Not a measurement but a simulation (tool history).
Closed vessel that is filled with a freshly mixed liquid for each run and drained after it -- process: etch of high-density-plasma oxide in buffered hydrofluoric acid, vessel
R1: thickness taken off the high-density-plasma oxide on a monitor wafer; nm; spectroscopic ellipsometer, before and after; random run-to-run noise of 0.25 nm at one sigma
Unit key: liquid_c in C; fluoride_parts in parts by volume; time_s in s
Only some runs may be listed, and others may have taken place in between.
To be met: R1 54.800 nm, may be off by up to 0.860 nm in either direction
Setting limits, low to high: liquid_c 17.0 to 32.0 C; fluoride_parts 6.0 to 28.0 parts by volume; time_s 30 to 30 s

{"run": 1, "day": 0.0, "liquid_c": 24.0, "fluoride_parts": 17.0, "time_s": 30, "R1": 22.174}
{"run": 2, "day": 0.071, "liquid_c": 24.0, "fluoride_parts": 17.0, "time_s": 30, "R1": 22.369}
{"run": 3, "day": 0.358, "liquid_c": 25.5, "fluoride_parts": 15.5, "time_s": 30, "R1": 26.244}
{"run": 4, "day": 0.533, "liquid_c": 28.5, "fluoride_parts": 15.5, "time_s": 30, "R1": 31.193}
{"run": 5, "day": 0.596, "liquid_c": 29.0, "fluoride_parts": 14.0, "time_s": 30, "R1": 35.242}
{"run": 6, "day": 0.908, "liquid_c": 29.0, "fluoride_parts": 15.5, "time_s": 30, "R1": 31.803}
{"run": 7, "day": 1.075, "liquid_c": 32.0, "fluoride_parts": 10.0, "time_s": 30, "R1": 57.19}
{"run": 8, "day": 1.354, "liquid_c": 32.0, "fluoride_parts": 10.0, "time_s": 30, "R1": 57.252}
{"run": 9, "day": 1.542, "liquid_c": 31.5, "fluoride_parts": 10.0, "time_s": 30, "R1": 55.776}

Exactly one of the 4 candidate moves below puts every result within its allowed miss. Which one?
{"run": "A", "day": 1.729, "liquid_c": 31.0, "fluoride_parts": 9.0, "time_s": 30, "R1": "?"}
{"run": "B", "day": 1.729, "liquid_c": 29.5, "fluoride_parts": 8.5, "time_s": 30, "R1": "?"}
{"run": "C", "day": 1.729, "liquid_c": 32.0, "fluoride_parts": 10.0, "time_s": 30, "R1": "?"}
{"run": "D", "day": 1.729, "liquid_c": 32.0, "fluoride_parts": 10.5, "time_s": 30, "R1": "?"}

move=A R1=57.459
move=B R1=56.518
move=C R1=56.651
move=D R1=54.030
A: moves away from the targets compared with the last run
B: moves away from the targets compared with the last run
C: moves away from the targets compared with the last run
D: meets every target
Correct choice: D, which meets every target
